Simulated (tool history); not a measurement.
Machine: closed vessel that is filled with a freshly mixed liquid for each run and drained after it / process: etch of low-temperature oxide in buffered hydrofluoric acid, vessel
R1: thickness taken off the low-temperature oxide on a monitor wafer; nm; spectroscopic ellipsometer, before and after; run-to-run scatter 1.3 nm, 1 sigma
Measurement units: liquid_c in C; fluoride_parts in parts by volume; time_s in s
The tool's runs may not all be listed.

{"run": 1, "hour": 0.0, "liquid_c": 23, "fluoride_parts": 10.5, "time_s": 95, "R1": 164.28}
{"run": 2, "hour": 8.9, "liquid_c": 22.5, "fluoride_parts": 10.5, "time_s": 95, "R1": 158.97}
{"run": 3, "hour": 11.2, "liquid_c": 22.5, "fluoride_parts": 9, "time_s": 95, "R1": 182.63}
{"run": 4, "hour": 15.5, "liquid_c": 22.5, "fluoride_parts": 10.5, "time_s": 95, "R1": 157.53}
{"run": 5, "hour": 17.4, "liquid_c": 22, "fluoride_parts": 10.5, "time_s": 95, "R1": 155.16}
{"run": 6, "hour": 20.5, "liquid_c": 22, "fluoride_parts": 9.5, "time_s": 95, "R1": 170.59}
{"run": 7, "hour": 25.3, "liquid_c": 21.5, "fluoride_parts": 9.5, "time_s": 95, "R1": 164.6}
{"run": 8, "hour": 29.0, "liquid_c": 21, "fluoride_parts": 9.5, "time_s": 95, "R1": 160.08}
{"run": 9, "hour": 33.9, "liquid_c": 21, "fluoride_parts": 9.5, "time_s": 95, "R1": 161.63}
{"run": 10, "hour": 35.5, "liquid_c": 20.5, "fluoride_parts": 9.5, "time_s": 95, "R1": 156.21}

What will run 11 give?
{"run": 11, "hour": 38.8, "liquid_c": 20, "fluoride_parts": 9.5, "time_s": 95, "R1": "?"}

R1: 152.38 nm
